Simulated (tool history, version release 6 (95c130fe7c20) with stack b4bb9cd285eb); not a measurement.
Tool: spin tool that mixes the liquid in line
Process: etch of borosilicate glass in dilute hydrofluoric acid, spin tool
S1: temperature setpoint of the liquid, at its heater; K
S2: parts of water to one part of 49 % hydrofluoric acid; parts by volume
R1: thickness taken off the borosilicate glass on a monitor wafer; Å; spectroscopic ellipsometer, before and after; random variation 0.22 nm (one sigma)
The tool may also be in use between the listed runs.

run 1 hour=0 | S1=298.15 S2=230 time_under_the_liquid_(s)=280 | R1=347.66
run 2 hour=8.2 | S1=301.65 S2=230 time_under_the_liquid_(s)=280 | R1=394.09
run 3 hour=17.2 | S1=300.65 S2=230 time_under_the_liquid_(s)=280 | R1=380.01
run 4 hour=20.4 | S1=300.65 S2=185 time_under_the_liquid_(s)=280 | R1=496.18
run 5 hour=28.8 | S1=299.15 S2=185 time_under_the_liquid_(s)=280 | R1=466.15
run 6 hour=31.8 | S1=298.15 S2=190 time_under_the_liquid_(s)=280 | R1=441.24
run 7 hour=35.2 | S1=297.15 S2=195 time_under_the_liquid_(s)=280 | R1=408.57

Run 8 comes next. What will it give?
run 8 hour=41.6 | S1=296.65 S2=200 time_under_the_liquid_(s)=280 | R1=?

R1: 392.08 Å

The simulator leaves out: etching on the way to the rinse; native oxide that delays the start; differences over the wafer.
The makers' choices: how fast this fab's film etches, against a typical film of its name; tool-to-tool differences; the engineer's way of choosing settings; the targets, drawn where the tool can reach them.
